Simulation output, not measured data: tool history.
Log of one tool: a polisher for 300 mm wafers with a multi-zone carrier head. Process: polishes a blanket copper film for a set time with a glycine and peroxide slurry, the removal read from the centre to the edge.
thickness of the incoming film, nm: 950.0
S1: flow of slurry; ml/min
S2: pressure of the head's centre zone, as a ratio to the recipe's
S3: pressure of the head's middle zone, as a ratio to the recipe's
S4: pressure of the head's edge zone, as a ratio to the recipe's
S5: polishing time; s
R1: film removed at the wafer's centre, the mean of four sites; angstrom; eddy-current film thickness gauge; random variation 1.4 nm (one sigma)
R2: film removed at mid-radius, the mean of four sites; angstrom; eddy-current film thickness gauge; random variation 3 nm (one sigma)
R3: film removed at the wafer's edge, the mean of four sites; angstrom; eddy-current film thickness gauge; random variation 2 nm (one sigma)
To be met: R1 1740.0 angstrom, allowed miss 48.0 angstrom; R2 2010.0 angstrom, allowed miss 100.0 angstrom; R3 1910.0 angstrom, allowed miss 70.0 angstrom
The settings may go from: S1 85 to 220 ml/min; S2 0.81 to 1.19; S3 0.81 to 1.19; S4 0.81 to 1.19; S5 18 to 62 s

run 1 hour=0.0 | S1=140 S2=1.00 S3=1.00 S4=1.00 S5=40 | R1=2564.9 R2=2580.4 R3=2559.8
run 2 hour=1.3 | S1=140 S2=1.03 S3=1.00 S4=1.00 S5=40 | R1=2648.2 R2=2576.9 R3=2529.5
run 3 hour=4.5 | S1=135 S2=1.00 S3=1.00 S4=0.97 S5=38 | R1=2402.0 R2=2500.5 R3=2372.6
run 4 hour=6.9 | S1=135 S2=0.95 S3=1.00 S4=0.97 S5=38 | R1=2307.5 R2=2476.5 R3=2429.9
run 5 hour=14.0 | S1=130 S2=0.94 S3=0.99 S4=0.95 S5=36 | R1=2112.5 R2=2258.7 R3=2182.4
run 6 hour=17.2 | S1=120 S2=0.92 S3=0.98 S4=0.93 S5=36 | R1=2039.6 R2=2217.8 R3=2193.4
run 7 hour=20.7 | S1=115 S2=0.91 S3=0.98 S4=0.91 S5=35 | R1=1947.8 R2=2096.7 R3=2078.9
run 8 hour=22.6 | S1=110 S2=0.90 S3=0.99 S4=0.89 S5=35 | R1=1900.1 R2=2151.8 R3=2004.1
run 9 hour=28.7 | S1=110 S2=0.90 S3=0.99 S4=0.89 S5=35 | R1=1911.2 R2=2120.3 R3=2040.5
run 10 hour=36.2 | S1=105 S2=0.89 S3=0.99 S4=0.88 S5=35 | R1=1833.2 R2=2083.3 R3=2020.0
run 11 hour=37.4 | S1=90 S2=0.89 S3=1.00 S4=0.82 S5=34 | R1=1687.2 R2=1914.6 R3=1861.8
run 12 hour=46.3 | S1=90 S2=0.89 S3=1.00 S4=0.82 S5=34 | R1=1680.2 R2=1974.1 R3=1829.0

Which of these 4 next moves meets every target?
run A hour=55.2 | S1=125 S2=0.87 S3=1.06 S4=0.81 S5=31 | R1=? R2=? R3=?
run B hour=55.2 | S1=95 S2=0.90 S3=1.07 S4=0.81 S5=32 | R1=? R2=? R3=?
run C hour=55.2 | S1=110 S2=0.92 S3=0.92 S4=0.87 S5=34 | R1=? R2=? R3=?
run D hour=55.2 | S1=110 S2=0.86 S3=0.97 S4=0.81 S5=34 | R1=? R2=? R3=?

move=A R1=1690.5 R2=2042.0 R3=1803.8
move=B R1=1648.6 R2=1960.4 R3=1763.3
move=C R1=1885.4 R2=1948.0 R3=1983.7
move=D R1=1761.9 R2=2025.9 R3=1934.3
A: further off than the last run
B: further off than the last run
C: takes the result that was furthest off past its target
D: meets every target
Move D is the one to make.

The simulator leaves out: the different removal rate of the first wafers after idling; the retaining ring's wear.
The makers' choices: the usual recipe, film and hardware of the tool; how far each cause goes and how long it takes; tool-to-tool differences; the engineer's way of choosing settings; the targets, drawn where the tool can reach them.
